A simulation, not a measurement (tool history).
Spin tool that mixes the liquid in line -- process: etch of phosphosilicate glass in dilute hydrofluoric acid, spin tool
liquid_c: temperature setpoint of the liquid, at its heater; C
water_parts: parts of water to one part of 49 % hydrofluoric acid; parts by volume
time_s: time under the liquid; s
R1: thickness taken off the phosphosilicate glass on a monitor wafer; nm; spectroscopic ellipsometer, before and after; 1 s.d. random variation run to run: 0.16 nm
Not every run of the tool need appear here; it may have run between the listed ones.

{"run": 1, "hour": 0.0, "liquid_c": 20, "water_parts": 105, "time_s": 35, "R1": 16.328}
{"run": 2, "hour": 5.8, "liquid_c": 20.5, "water_parts": 105, "time_s": 35, "R1": 16.929}
{"run": 3, "hour": 8.9, "liquid_c": 21, "water_parts": 105, "time_s": 35, "R1": 17.026}
{"run": 4, "hour": 9.9, "liquid_c": 21.5, "water_parts": 105, "time_s": 35, "R1": 17.235}
{"run": 5, "hour": 10.7, "liquid_c": 22, "water_parts": 105, "time_s": 35, "R1": 17.814}
{"run": 6, "hour": 16.4, "liquid_c": 18.5, "water_parts": 105, "time_s": 35, "R1": 15.47}
{"run": 7, "hour": 23.9, "liquid_c": 19.5, "water_parts": 105, "time_s": 35, "R1": 15.862}
{"run": 8, "hour": 28.1, "liquid_c": 20, "water_parts": 105, "time_s": 35, "R1": 16.457}
{"run": 9, "hour": 31.6, "liquid_c": 20.5, "water_parts": 105, "time_s": 35, "R1": 16.564}

Run 10 comes next. What will it give?
{"run": 10, "hour": 35.8, "liquid_c": 21, "water_parts": 105, "time_s": 35, "R1": "?"}

R1: 16.841 nm
